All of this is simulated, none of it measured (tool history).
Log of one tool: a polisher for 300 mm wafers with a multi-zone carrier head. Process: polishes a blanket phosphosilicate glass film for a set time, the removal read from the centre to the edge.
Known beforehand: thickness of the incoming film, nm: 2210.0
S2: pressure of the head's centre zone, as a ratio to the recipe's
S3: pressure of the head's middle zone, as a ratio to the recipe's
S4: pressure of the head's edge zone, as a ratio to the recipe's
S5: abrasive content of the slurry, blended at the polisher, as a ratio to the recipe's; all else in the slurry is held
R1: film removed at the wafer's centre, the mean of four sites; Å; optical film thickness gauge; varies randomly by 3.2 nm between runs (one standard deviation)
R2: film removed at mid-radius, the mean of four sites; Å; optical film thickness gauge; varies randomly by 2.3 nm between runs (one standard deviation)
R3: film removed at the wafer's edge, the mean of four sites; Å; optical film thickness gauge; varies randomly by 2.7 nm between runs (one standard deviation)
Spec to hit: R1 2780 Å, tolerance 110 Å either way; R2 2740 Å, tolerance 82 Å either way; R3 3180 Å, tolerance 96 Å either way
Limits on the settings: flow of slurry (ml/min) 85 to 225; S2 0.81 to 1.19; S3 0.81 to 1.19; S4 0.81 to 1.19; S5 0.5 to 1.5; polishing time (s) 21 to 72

Run 1, day 0: flow of slurry (ml/min) 145, S2 1, S3 1, S4 1, S5 1, polishing time (s) 46. Result: R1 3123.2 Å, R2 3075.4 Å, R3 3198 Å.
Run 2, day 0.212: flow of slurry (ml/min) 145, S2 1, S3 1, S4 1, S5 0.85, polishing time (s) 46. Result: R1 2912.3 Å, R2 2888.8 Å, R3 2964 Å.
Run 3, day 0.3: flow of slurry (ml/min) 175, S2 1, S3 1, S4 1, S5 0.85, polishing time (s) 46. Result: R1 3071 Å, R2 3031.1 Å, R3 3113.5 Å.
Run 4, day 0.354: flow of slurry (ml/min) 175, S2 1, S3 0.94, S4 1, S5 0.85, polishing time (s) 46. Result: R1 3042 Å, R2 2832.5 Å, R3 3086.6 Å.
Run 5, day 0.479: flow of slurry (ml/min) 175, S2 1, S3 0.98, S4 1, S5 0.85, polishing time (s) 46. Result: R1 3025.6 Å, R2 2975.7 Å, R3 3072.3 Å.
Run 6, day 0.638: flow of slurry (ml/min) 165, S2 0.98, S3 0.97, S4 1.03, S5 0.85, polishing time (s) 46. Result: R1 2942.1 Å, R2 2913.3 Å, R3 3104 Å.
Run 7, day 0.779: flow of slurry (ml/min) 165, S2 0.98, S3 0.97, S4 1.03, S5 0.85, polishing time (s) 46. Result: R1 2866.9 Å, R2 2949.2 Å, R3 3095.8 Å.
Run 8, day 1.104: flow of slurry (ml/min) 165, S2 0.98, S3 0.97, S4 1.03, S5 0.85, polishing time (s) 46. Result: R1 2953.4 Å, R2 2978.3 Å, R3 3073.4 Å.
Run 9, day 1.317: flow of slurry (ml/min) 155, S2 0.96, S3 0.92, S4 1.06, S5 0.9, polishing time (s) 46. Result: R1 2890.7 Å, R2 2836.7 Å, R3 3192.9 Å.
Run 10, day 1.562: flow of slurry (ml/min) 150, S2 0.96, S3 0.91, S4 1.07, S5 0.9, polishing time (s) 46. Result: R1 2847.8 Å, R2 2825.2 Å, R3 3188.3 Å.

Exactly one of the 5 candidate moves below puts every result within its allowed miss. Which one?
Run A, day 1.808: flow of slurry (ml/min) 165, S2 0.95, S3 0.93, S4 1.15, S5 1, polishing time (s) 42. Result: R1 ?, R2 ?, R3 ?.
Run B, day 1.808: flow of slurry (ml/min) 150, S2 0.9, S3 0.95, S4 1.02, S5 0.75, polishing time (s) 51. Result: R1 ?, R2 ?, R3 ?.
Run C, day 1.808: flow of slurry (ml/min) 150, S2 0.81, S3 0.9, S4 1.14, S5 0.9, polishing time (s) 49. Result: R1 ?, R2 ?, R3 ?.
Run D, day 1.808: flow of slurry (ml/min) 165, S2 1, S3 0.89, S4 1.07, S5 0.9, polishing time (s) 45. Result: R1 ?, R2 ?, R3 ?.
Run E, day 1.808: flow of slurry (ml/min) 150, S2 1.08, S3 0.85, S4 1.03, S5 0.9, polishing time (s) 44. Result: R1 ?, R2 ?, R3 ?.

move      R1      R2      R3
   A  2812.2  2762.7    3202
   B  2819.9  2986.1  3225.1
   C  2623.3  2955.3  3521.8
   D  3043.4  2737.7  3180.7
   E  3147.2  2528.2    3015
A: in spec on every target
B: further off than the last run
C: further off than the last run
D: the furthest-off result lands on target, but another misses its tolerance
E: the result that was furthest off in the last run now lies on the other side of its target
The move that meets every target is A.
